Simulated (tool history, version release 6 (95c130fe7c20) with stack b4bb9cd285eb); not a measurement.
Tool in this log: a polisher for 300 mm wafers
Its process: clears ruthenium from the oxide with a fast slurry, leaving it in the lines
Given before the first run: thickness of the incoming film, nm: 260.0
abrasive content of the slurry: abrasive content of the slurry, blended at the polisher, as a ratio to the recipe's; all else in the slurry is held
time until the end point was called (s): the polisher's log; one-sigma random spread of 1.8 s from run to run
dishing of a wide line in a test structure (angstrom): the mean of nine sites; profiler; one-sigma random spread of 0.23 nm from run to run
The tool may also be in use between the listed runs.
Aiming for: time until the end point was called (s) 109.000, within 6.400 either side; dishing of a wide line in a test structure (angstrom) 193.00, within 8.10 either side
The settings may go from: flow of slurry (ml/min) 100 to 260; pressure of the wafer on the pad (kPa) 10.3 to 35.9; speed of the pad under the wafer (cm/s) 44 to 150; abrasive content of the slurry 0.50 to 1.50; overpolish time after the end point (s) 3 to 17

| run | hour | flow of slurry (ml/min) | pressure of the wafer on the pad (kPa) | speed of the pad under the wafer (cm/s) | abrasive content of the slurry | overpolish time after the end point (s) | time until the end point was called (s) | dishing of a wide line in a test structure (angstrom) |
|---|---|---|---|---|---|---|---|---|
| 1 | 0.0 | 165 | 22.8 | 96 | 1.00 | 9 | 66.519 | 284.34 |
| 2 | 6.1 | 165 | 25.5 | 96 | 1.00 | 9 | 57.266 | 315.82 |
| 3 | 14.0 | 165 | 25.5 | 96 | 1.00 | 6 | 57.560 | 219.26 |
| 4 | 16.7 | 160 | 22.1 | 96 | 1.00 | 7 | 66.081 | 214.24 |
| 5 | 19.7 | 160 | 19.3 | 96 | 1.00 | 8 | 78.791 | 216.82 |
| 6 | 20.5 | 155 | 17.9 | 96 | 1.00 | 8 | 82.428 | 203.00 |
| 7 | 21.9 | 155 | 17.9 | 96 | 1.00 | 8 | 81.749 | 199.15 |
| 8 | 25.5 | 150 | 16.5 | 96 | 1.00 | 9 | 90.846 | 204.68 |
| 9 | 33.4 | 140 | 15.9 | 96 | 1.00 | 9 | 96.585 | 198.02 |
| 10 | 40.4 | 130 | 15.9 | 96 | 1.00 | 9 | 93.329 | 194.12 |

Of the 5 settings listed for the next run, only one would bring every result within its allowed miss of target. Which one?
| A | 47.4 | 185 | 20.7 | 104 | 0.75 | 7 | ? | ? |
| B | 47.4 | 140 | 15.2 | 90 | 0.90 | 11 | ? | ? |
| C | 47.4 | 120 | 15.2 | 92 | 1.00 | 10 | ? | ? |
| D | 47.4 | 135 | 12.4 | 92 | 1.00 | 13 | ? | ? |
| E | 47.4 | 125 | 16.5 | 88 | 1.10 | 9 | ? | ? |

| move | time until the end point was called (s) | dishing of a wide line in a test structure (angstrom) |
|---|---|---|
| A | 78.310 | 192.15 |
| B | 113.320 | 207.85 |
| C | 108.180 | 198.39 |
| D | 127.330 | 218.04 |
| E | 97.810 | 197.53 |
A: lands further from the targets than the last run did
B: the worst result of the last run now meets its target, but another is out of spec
C: in spec on every target
D: pushes the last run's worst result past its target
E: better than the last run, though not everything is in spec
C is the move that brings every result within its allowed miss.
